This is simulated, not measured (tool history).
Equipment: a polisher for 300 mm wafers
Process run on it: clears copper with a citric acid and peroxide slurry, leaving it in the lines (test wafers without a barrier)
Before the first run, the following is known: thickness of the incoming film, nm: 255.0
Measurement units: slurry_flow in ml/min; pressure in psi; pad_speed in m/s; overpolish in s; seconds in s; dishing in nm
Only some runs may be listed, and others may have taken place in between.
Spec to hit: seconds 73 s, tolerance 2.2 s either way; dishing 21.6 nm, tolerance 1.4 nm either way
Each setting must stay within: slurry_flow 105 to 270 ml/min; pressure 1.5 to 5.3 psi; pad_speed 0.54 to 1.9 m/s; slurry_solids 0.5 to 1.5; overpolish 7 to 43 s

{"run": 1, "hour": 0.0, "slurry_flow": 175, "pressure": 3.4, "pad_speed": 1.22, "slurry_solids": 1, "overpolish": 22, "seconds": 83.926, "dishing": 46.826}
{"run": 2, "hour": 3.2, "slurry_flow": 175, "pressure": 3.4, "pad_speed": 0.92, "slurry_solids": 1, "overpolish": 22, "seconds": 110.72, "dishing": 37.696}
{"run": 3, "hour": 5.9, "slurry_flow": 175, "pressure": 3.6, "pad_speed": 0.98, "slurry_solids": 0.95, "overpolish": 18, "seconds": 98.092, "dishing": 34.569}
{"run": 4, "hour": 6.6, "slurry_flow": 175, "pressure": 3.6, "pad_speed": 0.98, "slurry_solids": 0.95, "overpolish": 14, "seconds": 100.4, "dishing": 27.252}
{"run": 5, "hour": 9.5, "slurry_flow": 185, "pressure": 3.9, "pad_speed": 1, "slurry_solids": 0.85, "overpolish": 12, "seconds": 94.727, "dishing": 24.775}
{"run": 6, "hour": 10.1, "slurry_flow": 145, "pressure": 3.9, "pad_speed": 1, "slurry_solids": 0.85, "overpolish": 12, "seconds": 98.062, "dishing": 24.38}
{"run": 7, "hour": 14.0, "slurry_flow": 145, "pressure": 3.9, "pad_speed": 1, "slurry_solids": 0.85, "overpolish": 12, "seconds": 97.986, "dishing": 23.5}
{"run": 8, "hour": 21.3, "slurry_flow": 155, "pressure": 4.2, "pad_speed": 1, "slurry_solids": 0.8, "overpolish": 11, "seconds": 91.258, "dishing": 23.366}
{"run": 9, "hour": 27.2, "slurry_flow": 165, "pressure": 4.4, "pad_speed": 1, "slurry_solids": 0.75, "overpolish": 10, "seconds": 90.006, "dishing": 22.826}
{"run": 10, "hour": 35.8, "slurry_flow": 160, "pressure": 4.6, "pad_speed": 1.04, "slurry_solids": 0.7, "overpolish": 9, "seconds": 82.98, "dishing": 20.879}
{"run": 11, "hour": 37.1, "slurry_flow": 165, "pressure": 4.7, "pad_speed": 1.04, "slurry_solids": 0.7, "overpolish": 9, "seconds": 82.68, "dishing": 21.192}
{"run": 12, "hour": 43.8, "slurry_flow": 140, "pressure": 5.2, "pad_speed": 1.06, "slurry_solids": 0.7, "overpolish": 7, "seconds": 77.336, "dishing": 18.619}
{"run": 13, "hour": 47.5, "slurry_flow": 145, "pressure": 5.2, "pad_speed": 1.06, "slurry_solids": 0.7, "overpolish": 7, "seconds": 77.272, "dishing": 18.337}
{"run": 14, "hour": 52.1, "slurry_flow": 155, "pressure": 5.2, "pad_speed": 1.06, "slurry_solids": 0.7, "overpolish": 7, "seconds": 76.097, "dishing": 18.875}
{"run": 15, "hour": 56.4, "slurry_flow": 180, "pressure": 5.3, "pad_speed": 1.06, "slurry_solids": 0.7, "overpolish": 10, "seconds": 72.77, "dishing": 27.075}
{"run": 16, "hour": 61.2, "slurry_flow": 170, "pressure": 5.3, "pad_speed": 1.08, "slurry_solids": 0.7, "overpolish": 10, "seconds": 71.802, "dishing": 26.619}
{"run": 17, "hour": 62.5, "slurry_flow": 160, "pressure": 5.3, "pad_speed": 1.1, "slurry_solids": 0.7, "overpolish": 10, "seconds": 71.285, "dishing": 27.068}
{"run": 18, "hour": 63.4, "slurry_flow": 155, "pressure": 5.3, "pad_speed": 1.1, "slurry_solids": 0.7, "overpolish": 9, "seconds": 71.123, "dishing": 24.361}
{"run": 19, "hour": 65.9, "slurry_flow": 150, "pressure": 5.3, "pad_speed": 1.1, "slurry_solids": 0.7, "overpolish": 9, "seconds": 73.005, "dishing": 25.054}

Pick the move, out of 4, that brings all results within their allowed miss; only one does.
{"run": "A", "hour": 68.4, "slurry_flow": 150, "pressure": 5.3, "pad_speed": 1.08, "slurry_solids": 0.75, "overpolish": 12, "seconds": "?", "dishing": "?"}
{"run": "B", "hour": 68.4, "slurry_flow": 185, "pressure": 5.2, "pad_speed": 1.12, "slurry_solids": 0.6, "overpolish": 12, "seconds": "?", "dishing": "?"}
{"run": "C", "hour": 68.4, "slurry_flow": 125, "pressure": 4.6, "pad_speed": 1.28, "slurry_solids": 0.65, "overpolish": 8, "seconds": "?", "dishing": "?"}
{"run": "D", "hour": 68.4, "slurry_flow": 105, "pressure": 5, "pad_speed": 1.26, "slurry_solids": 0.65, "overpolish": 9, "seconds": "?", "dishing": "?"}

move=A seconds=73.305 dishing=31.697
move=B seconds=72.418 dishing=32.033
move=C seconds=73.667 dishing=21.735
move=D seconds=72.838 dishing=24.517
A: misses by more than the last run did
B: misses by more than the last run did
C: hits every target within its allowed miss
D: better than the last run, though not everything is in spec
Answer: C

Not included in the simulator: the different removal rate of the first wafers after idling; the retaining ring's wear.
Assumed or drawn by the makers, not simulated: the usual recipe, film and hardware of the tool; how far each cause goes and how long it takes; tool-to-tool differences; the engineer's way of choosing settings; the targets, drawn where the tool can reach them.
